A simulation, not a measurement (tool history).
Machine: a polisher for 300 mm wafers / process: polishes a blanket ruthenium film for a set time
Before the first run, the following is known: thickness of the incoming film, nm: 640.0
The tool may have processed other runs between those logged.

| run | hour | flow of slurry (ml/min) | pressure of the wafer on the pad (psi) | speed of the pad under the wafer (cm/s) | polishing time (s) | film removed (Å) |
|---|---|---|---|---|---|---|
| 1 | 0.0 | 275 | 2.2 | 116 | 58 | 699.31 |
| 2 | 3.3 | 235 | 2.2 | 116 | 58 | 674.36 |
| 3 | 8.0 | 235 | 2.4 | 116 | 58 | 747.95 |
| 4 | 9.0 | 235 | 2.4 | 100 | 58 | 639.26 |
| 5 | 11.3 | 235 | 2.4 | 100 | 58 | 649.22 |
| 6 | 19.9 | 235 | 2.4 | 82 | 58 | 528.59 |
| 7 | 21.6 | 230 | 2.4 | 82 | 58 | 530.75 |
| 8 | 25.4 | 225 | 2.4 | 82 | 58 | 530.07 |
| 9 | 32.1 | 220 | 2.0 | 82 | 58 | 443.75 |
| 10 | 38.8 | 230 | 2.0 | 82 | 58 | 446.89 |

Estimate the outcome of run 11 from the log above:
| 11 | 46.1 | 230 | 2.0 | 82 | 58 | ? |

For run 11 the tool returned film removed (Å) 446.47.
